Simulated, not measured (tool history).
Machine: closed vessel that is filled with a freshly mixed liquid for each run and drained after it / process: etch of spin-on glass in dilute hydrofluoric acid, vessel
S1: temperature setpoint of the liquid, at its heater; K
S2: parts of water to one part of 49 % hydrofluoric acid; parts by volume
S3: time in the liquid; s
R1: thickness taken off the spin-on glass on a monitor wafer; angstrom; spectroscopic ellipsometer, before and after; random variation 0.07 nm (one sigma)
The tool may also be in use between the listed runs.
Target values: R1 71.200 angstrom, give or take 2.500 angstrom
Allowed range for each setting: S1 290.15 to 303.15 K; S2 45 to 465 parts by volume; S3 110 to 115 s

{"run": 1, "hour": 0.0, "S1": 295.15, "S2": 255, "S3": 110, "R1": 94.414}
{"run": 2, "hour": 7.5, "S1": 293.65, "S2": 265, "S3": 110, "R1": 84.959}
{"run": 3, "hour": 15.0, "S1": 290.15, "S2": 265, "S3": 110, "R1": 74.709}
{"run": 4, "hour": 21.2, "S1": 290.15, "S2": 190, "S3": 110, "R1": 109.48}
{"run": 5, "hour": 29.4, "S1": 290.15, "S2": 115, "S3": 110, "R1": 195.44}
{"run": 6, "hour": 32.8, "S1": 290.15, "S2": 115, "S3": 115, "R1": 205.07}
{"run": 7, "hour": 34.8, "S1": 290.15, "S2": 165, "S3": 115, "R1": 136.95}
{"run": 8, "hour": 39.0, "S1": 290.15, "S2": 195, "S3": 115, "R1": 112.45}
{"run": 9, "hour": 43.8, "S1": 290.15, "S2": 215, "S3": 115, "R1": 100.59}
{"run": 10, "hour": 52.3, "S1": 290.15, "S2": 230, "S3": 115, "R1": 92.846}
{"run": 11, "hour": 57.1, "S1": 290.15, "S2": 245, "S3": 115, "R1": 85.054}
{"run": 12, "hour": 64.2, "S1": 290.15, "S2": 255, "S3": 115, "R1": 81.376}

Of the 5 settings listed for the next run, only one would bring every result within its allowed miss of target. Which one?
{"run": "A", "hour": 71.3, "S1": 290.65, "S2": 260, "S3": 115, "R1": "?"}
{"run": "B", "hour": 71.3, "S1": 290.15, "S2": 300, "S3": 115, "R1": "?"}
{"run": "C", "hour": 71.3, "S1": 291.65, "S2": 220, "S3": 115, "R1": "?"}
{"run": "D", "hour": 71.3, "S1": 290.65, "S2": 220, "S3": 115, "R1": "?"}
{"run": "E", "hour": 71.3, "S1": 290.65, "S2": 275, "S3": 110, "R1": "?"}

move=A R1=80.558
move=B R1=66.197
move=C R1=102.580
move=D R1=98.656
move=E R1=71.910
A: closes in on the targets versus the last run, not all within tolerance yet
B: the result that was furthest off in the last run now lies on the other side of its target
C: its largest miss is bigger than the last run's
D: its largest miss is bigger than the last run's
E: all results land within tolerance of their targets
Correct choice: E, which meets every target
